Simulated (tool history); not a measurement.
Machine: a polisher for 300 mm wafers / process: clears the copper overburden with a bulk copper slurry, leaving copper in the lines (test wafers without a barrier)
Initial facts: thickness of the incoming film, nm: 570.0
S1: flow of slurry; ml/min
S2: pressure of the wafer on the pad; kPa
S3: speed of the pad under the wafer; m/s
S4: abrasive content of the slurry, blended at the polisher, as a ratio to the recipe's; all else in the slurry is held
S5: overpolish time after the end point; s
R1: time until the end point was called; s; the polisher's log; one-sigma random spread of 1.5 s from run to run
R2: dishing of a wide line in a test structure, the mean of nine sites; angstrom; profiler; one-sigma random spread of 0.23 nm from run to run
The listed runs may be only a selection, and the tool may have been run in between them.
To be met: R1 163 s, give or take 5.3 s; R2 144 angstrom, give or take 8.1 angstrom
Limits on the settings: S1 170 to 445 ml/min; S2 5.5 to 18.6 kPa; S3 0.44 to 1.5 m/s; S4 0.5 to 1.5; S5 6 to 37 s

run	hour	S1	S2	S3	S4	S5	R1	R2
1	0	285	11.7	0.96	1	19	142.06	360.5
2	0.7	285	11.7	0.8	1	19	168.25	316.42
3	9.6	285	11.7	0.8	0.8	19	172.21	324.62
4	10.6	285	14.5	0.8	0.8	19	145.93	365.36
5	16.2	355	14.5	0.8	0.8	19	144.6	371.58
6	22.2	355	11.7	0.8	0.8	19	173.1	329.15
7	23.7	305	10.3	0.86	1	15	175.02	278.47
8	32.3	270	9.7	0.9	1.15	13	172.73	249.62
9	37.2	245	9	0.94	1.25	11	176.45	221
10	38.8	225	8.3	1.02	1.3	10	173.09	206.72
11	41.3	210	7.6	1.1	1.35	9	172.25	188.67
12	50.1	200	6.9	1.16	1.4	8	175.41	166.11

Consider the 4 candidate settings below. Which is the only one whose results all fall within their allowed miss of target?
A	58.9	260	7.6	1.14	1.25	10	?	?
B	58.9	205	6.2	1.14	1.4	11	?	?
C	58.9	170	10.3	0.9	1.5	6	?	?
D	58.9	170	6.9	1.14	1.5	6	?	?

move	R1	R2
A	165.39	208.88
B	194.87	195.46
C	165.26	142.77
D	182.76	128.67
A: the biggest miss grows against the last run
B: the biggest miss grows against the last run
C: all results land within tolerance of their targets
D: takes the result that was furthest off past its target
The right move is C.

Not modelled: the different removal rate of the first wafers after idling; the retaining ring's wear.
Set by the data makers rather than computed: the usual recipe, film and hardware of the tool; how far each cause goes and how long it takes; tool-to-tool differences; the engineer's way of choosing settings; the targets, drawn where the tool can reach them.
